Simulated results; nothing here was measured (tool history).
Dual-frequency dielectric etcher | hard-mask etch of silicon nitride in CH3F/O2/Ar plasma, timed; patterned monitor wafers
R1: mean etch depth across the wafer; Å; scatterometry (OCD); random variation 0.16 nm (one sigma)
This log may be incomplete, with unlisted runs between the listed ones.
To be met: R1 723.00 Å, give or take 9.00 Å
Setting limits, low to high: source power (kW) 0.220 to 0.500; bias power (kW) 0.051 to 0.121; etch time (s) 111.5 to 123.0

run 1 hour=0.0 | source_power_(kW)=0.360 bias_power_(kW)=0.086 etch_time_(s)=123.0 | R1=859.48
run 2 hour=4.6 | source_power_(kW)=0.350 bias_power_(kW)=0.085 etch_time_(s)=123.0 | R1=843.87
run 3 hour=10.0 | source_power_(kW)=0.350 bias_power_(kW)=0.099 etch_time_(s)=123.0 | R1=879.84
run 4 hour=11.7 | source_power_(kW)=0.350 bias_power_(kW)=0.099 etch_time_(s)=123.0 | R1=882.90
run 5 hour=14.3 | source_power_(kW)=0.400 bias_power_(kW)=0.099 etch_time_(s)=123.0 | R1=926.77
run 6 hour=18.5 | source_power_(kW)=0.400 bias_power_(kW)=0.109 etch_time_(s)=123.0 | R1=948.41
run 7 hour=20.1 | source_power_(kW)=0.380 bias_power_(kW)=0.105 etch_time_(s)=122.5 | R1=919.62
run 8 hour=28.3 | source_power_(kW)=0.360 bias_power_(kW)=0.102 etch_time_(s)=122.0 | R1=886.82
run 9 hour=31.0 | source_power_(kW)=0.360 bias_power_(kW)=0.102 etch_time_(s)=122.0 | R1=886.75
run 10 hour=39.3 | source_power_(kW)=0.350 bias_power_(kW)=0.100 etch_time_(s)=121.5 | R1=867.72
run 11 hour=45.4 | source_power_(kW)=0.340 bias_power_(kW)=0.099 etch_time_(s)=121.5 | R1=858.43
run 12 hour=49.4 | source_power_(kW)=0.330 bias_power_(kW)=0.098 etch_time_(s)=121.5 | R1=844.53
run 13 hour=55.3 | source_power_(kW)=0.320 bias_power_(kW)=0.097 etch_time_(s)=121.5 | R1=835.23

Which single option among these 4 for the next run brings every result within its allowed miss of target? Just one does.
run A hour=61.2 | source_power_(kW)=0.250 bias_power_(kW)=0.097 etch_time_(s)=123.0 | R1=?
run B hour=61.2 | source_power_(kW)=0.280 bias_power_(kW)=0.097 etch_time_(s)=115.5 | R1=?
run C hour=61.2 | source_power_(kW)=0.280 bias_power_(kW)=0.096 etch_time_(s)=116.0 | R1=?
run D hour=61.2 | source_power_(kW)=0.260 bias_power_(kW)=0.089 etch_time_(s)=116.5 | R1=?

move=A R1=766.49
move=B R1=752.88
move=C R1=754.02
move=D R1=720.62
A: closes in on the targets versus the last run, not all within tolerance yet
B: closes in on the targets versus the last run, not all within tolerance yet
C: closes in on the targets versus the last run, not all within tolerance yet
D: meets every target
The move that meets every target is D.
